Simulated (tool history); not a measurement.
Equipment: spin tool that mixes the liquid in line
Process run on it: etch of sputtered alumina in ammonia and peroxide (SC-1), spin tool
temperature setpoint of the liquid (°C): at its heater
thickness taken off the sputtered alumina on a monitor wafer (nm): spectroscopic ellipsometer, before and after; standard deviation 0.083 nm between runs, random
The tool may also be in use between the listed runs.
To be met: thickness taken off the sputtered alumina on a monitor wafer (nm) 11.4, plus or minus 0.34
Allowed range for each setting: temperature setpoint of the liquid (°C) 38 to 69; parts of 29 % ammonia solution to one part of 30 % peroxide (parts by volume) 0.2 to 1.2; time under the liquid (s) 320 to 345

run	hour	temperature setpoint of the liquid (°C)	parts of 29 % ammonia solution to one part of 30 % peroxide (parts by volume)	time under the liquid (s)	thickness taken off the sputtered alumina on a monitor wafer (nm)
1	0	53	0.7	320	21.603
2	5.2	53	0.9	320	22.104
3	13	53	0.9	345	23.711
4	20.2	53	0.9	320	22.043
# hour 24.8: ammonia flow meter replaced
5	24.8	53	0.9	345	23.746
6	30	53	0.7	345	23.002
7	31.2	48.5	0.7	345	18.183
8	32.9	45.5	0.7	345	15.179
9	41.7	44	0.7	345	14.161
10	44.3	42.5	0.7	345	13.036
11	47.9	39.5	0.7	345	10.902

Pick the move, out of 4, that brings all results within their allowed miss; only one does.
A	51.5	40	0.75	320	?
B	51.5	40.5	0.6	320	?
C	51.5	40	0.85	345	?
D	51.5	40.5	0.5	320	?

move	thickness taken off the sputtered alumina on a monitor wafer (nm)
A	10.423
B	10.508
C	11.372
D	10.327
A: lands further from the targets than the last run did
B: lands further from the targets than the last run did
C: all results land within tolerance of their targets
D: lands further from the targets than the last run did
The move that meets every target is C.

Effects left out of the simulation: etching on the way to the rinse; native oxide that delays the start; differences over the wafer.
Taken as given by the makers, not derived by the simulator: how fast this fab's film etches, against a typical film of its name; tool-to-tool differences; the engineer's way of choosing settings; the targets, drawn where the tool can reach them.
